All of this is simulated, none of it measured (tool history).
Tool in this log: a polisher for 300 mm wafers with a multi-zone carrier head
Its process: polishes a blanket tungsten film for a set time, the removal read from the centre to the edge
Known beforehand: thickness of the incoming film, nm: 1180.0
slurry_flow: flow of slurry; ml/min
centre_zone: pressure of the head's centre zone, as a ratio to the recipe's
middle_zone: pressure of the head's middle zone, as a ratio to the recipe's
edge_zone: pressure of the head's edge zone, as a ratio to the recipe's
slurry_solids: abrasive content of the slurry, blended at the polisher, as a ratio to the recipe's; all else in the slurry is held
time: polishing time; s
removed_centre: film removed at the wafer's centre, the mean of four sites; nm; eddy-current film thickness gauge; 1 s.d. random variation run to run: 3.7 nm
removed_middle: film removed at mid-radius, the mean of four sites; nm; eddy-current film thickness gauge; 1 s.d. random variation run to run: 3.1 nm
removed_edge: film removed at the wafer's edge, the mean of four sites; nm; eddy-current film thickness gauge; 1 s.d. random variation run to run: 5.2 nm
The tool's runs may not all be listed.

| run | hour | slurry_flow | centre_zone | middle_zone | edge_zone | slurry_solids | time | removed_centre | removed_middle | removed_edge |
|---|---|---|---|---|---|---|---|---|---|---|
| 1 | 0.0 | 145 | 1.00 | 1.00 | 1.00 | 1.00 | 54 | 219.61 | 220.06 | 231.92 |
| 2 | 8.1 | 150 | 1.00 | 1.02 | 1.02 | 1.10 | 56 | 231.85 | 242.28 | 245.35 |
| 3 | 12.1 | 150 | 1.00 | 1.02 | 1.02 | 0.95 | 56 | 226.59 | 227.98 | 236.81 |
| 4 | 18.2 | 150 | 1.00 | 1.02 | 1.03 | 1.05 | 58 | 233.22 | 244.70 | 257.71 |
| 5 | 18.9 | 150 | 1.00 | 1.02 | 1.03 | 1.05 | 51 | 210.32 | 215.64 | 224.95 |
| 6 | 19.6 | 155 | 1.01 | 1.03 | 1.05 | 1.15 | 54 | 225.64 | 237.12 | 242.61 |
| 7 | 27.2 | 155 | 1.02 | 1.04 | 1.06 | 1.20 | 57 | 245.86 | 253.75 | 257.19 |

Run 8 is up next; what results do you expect?
| 8 | 28.7 | 160 | 1.02 | 1.04 | 1.07 | 1.25 | 59 | ? | ? | ? |

Run 8 measured removed_centre 260.01 nm, removed_middle 265.19 nm, removed_edge 274.67 nm.

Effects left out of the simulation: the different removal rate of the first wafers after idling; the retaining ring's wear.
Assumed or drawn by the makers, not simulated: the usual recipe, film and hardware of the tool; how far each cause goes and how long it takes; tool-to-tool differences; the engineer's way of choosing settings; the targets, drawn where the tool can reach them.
